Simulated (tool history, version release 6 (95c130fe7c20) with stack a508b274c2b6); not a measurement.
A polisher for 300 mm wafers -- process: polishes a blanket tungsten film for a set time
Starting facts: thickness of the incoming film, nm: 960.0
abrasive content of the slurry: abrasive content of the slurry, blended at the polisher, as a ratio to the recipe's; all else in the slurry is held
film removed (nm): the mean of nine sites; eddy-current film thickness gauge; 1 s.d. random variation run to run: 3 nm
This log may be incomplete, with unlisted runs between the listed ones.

run    day  flow of slurry (ml/min)  pressure of the wafer on the pad (psi)  speed of the pad under the wafer (m/s)  abrasive content of the slurry  polishing time (s)  film removed (nm)
  1  0.000                      120                                     3.3                                    1.06                             1.0                  87             466.20
  2  0.062                      120                                     3.3                                    1.06                             1.0                  87             467.76
  3  0.288                      120                                     3.1                                    1.04                             1.0                  87             435.19
  4  0.562                      120                                     3.1                                    1.04                             0.8                  87             407.34
  5  0.862                       95                                     3.1                                    1.04                             0.8                  87             376.78
  6  1.129                       95                                     2.6                                    1.04                             0.8                  87             317.77

Run 7 comes next. What will it give?
  7  1.388                       95                                     2.5                                    1.04                             0.8                  87                  ?

{"run 7": {"film removed (nm)": 314.31}}
